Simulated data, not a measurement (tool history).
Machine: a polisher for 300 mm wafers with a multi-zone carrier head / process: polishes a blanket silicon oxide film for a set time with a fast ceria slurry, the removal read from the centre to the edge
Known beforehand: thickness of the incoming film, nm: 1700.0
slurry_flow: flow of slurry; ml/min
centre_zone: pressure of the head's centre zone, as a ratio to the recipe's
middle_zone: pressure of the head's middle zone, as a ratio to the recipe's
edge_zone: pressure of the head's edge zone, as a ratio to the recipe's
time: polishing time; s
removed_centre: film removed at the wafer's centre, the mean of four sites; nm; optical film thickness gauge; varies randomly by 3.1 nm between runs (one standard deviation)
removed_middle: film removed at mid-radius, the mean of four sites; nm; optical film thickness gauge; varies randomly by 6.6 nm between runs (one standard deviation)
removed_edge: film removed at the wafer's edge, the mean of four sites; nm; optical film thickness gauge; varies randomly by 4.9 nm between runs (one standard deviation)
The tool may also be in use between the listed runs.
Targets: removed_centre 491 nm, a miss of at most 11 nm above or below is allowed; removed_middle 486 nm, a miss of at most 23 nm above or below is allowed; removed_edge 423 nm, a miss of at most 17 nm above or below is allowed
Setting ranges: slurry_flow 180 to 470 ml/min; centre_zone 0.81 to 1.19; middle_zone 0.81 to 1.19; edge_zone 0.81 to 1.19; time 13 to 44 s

run,hour,slurry_flow,centre_zone,middle_zone,edge_zone,time,removed_centre,removed_middle,removed_edge
1,0,300,1,1,1,28,511.83,481.94,517.75
2,6.1,300,1,0.96,1,28,510.01,489.38,524.29
3,12.9,305,1,0.99,0.97,28,506.51,501.87,520.41
4,20.1,300,1.02,1,0.95,27,497.62,482.3,484.27
5,22.2,300,0.97,1,0.95,27,471.85,484.98,493.86
6,29.2,300,0.99,1.01,0.93,27,486.19,487.68,475.02
7,36.8,290,1.02,1.05,0.83,26,478.88,484.45,439.23
8,45.5,295,1.03,1.05,0.83,26,484.28,479.41,455.12
9,51.2,295,1.03,1.05,0.83,26,484.13,474.93,442.01
10,55.7,295,1.04,1.06,0.83,26,487.31,493.06,446.64
11,57.1,295,1.05,1.06,0.83,26,492.78,482.46,451.46
12,64.8,290,1.06,1.08,0.83,26,500.52,482.4,439.66
13,73,285,1.06,1.09,0.83,26,494.94,486.54,446.26
14,73.9,290,1.07,1.1,0.83,26,504,491.35,444.89
15,79.5,290,1.07,1.1,0.83,26,502.48,507.66,447.12
16,80.1,285,1.07,1.1,0.83,26,501.22,501.18,443
17,80.8,280,1.07,1.1,0.83,26,500.69,499.72,445.76
18,82.5,280,1.07,1.1,0.83,26,496.31,488.83,442.5
19,84.6,280,1.07,1.11,0.83,26,498.93,513.94,440.81

Consider the 5 candidate settings below. Which is the only one whose results all fall within their allowed miss of target?
A,86.7,315,1.03,0.98,0.88,27,?,?,?
B,86.7,310,1.13,1.04,0.87,25,?,?,?
C,86.7,370,1.03,1.14,0.81,27,?,?,?
D,86.7,230,1.08,1.13,0.81,26,?,?,?
E,86.7,235,1.13,1.17,0.83,26,?,?,?

move,removed_centre,removed_middle,removed_edge
A,503.71,472.87,481.26
B,511.34,457.66,442.51
C,512.14,540.3,468.46
D,489.68,491.47,434.4
E,514.25,506.64,439.65
A: the furthest-off result lands on target, but another misses its tolerance
B: takes the biggest miss from the last run beyond its target
C: lands further from the targets than the last run did
D: hits every target within its allowed miss
E: the furthest-off result lands on target, but another misses its tolerance
Answer: D
